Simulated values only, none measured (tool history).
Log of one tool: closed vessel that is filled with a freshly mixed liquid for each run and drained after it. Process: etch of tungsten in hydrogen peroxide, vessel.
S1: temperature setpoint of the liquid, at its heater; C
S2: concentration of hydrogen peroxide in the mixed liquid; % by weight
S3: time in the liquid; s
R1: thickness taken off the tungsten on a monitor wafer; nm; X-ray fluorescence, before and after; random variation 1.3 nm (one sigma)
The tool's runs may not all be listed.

| run | hour | S1 | S2 | S3 | R1 |
|---|---|---|---|---|---|
| 1 | 0.0 | 53.0 | 15.5 | 30 | 95.437 |
| 2 | 6.9 | 47.5 | 15.5 | 30 | 69.305 |
| 3 | 14.4 | 44.5 | 15.5 | 30 | 57.461 |
| 4 | 19.0 | 48.5 | 15.5 | 30 | 73.084 |
| 5 | 23.8 | 51.5 | 15.5 | 30 | 87.469 |
| 6 | 25.0 | 54.0 | 15.5 | 30 | 102.580 |

Forecast run 7:
| 7 | 29.6 | 56.0 | 15.5 | 30 | ? |

Run 7 gave R1 115.640 nm.
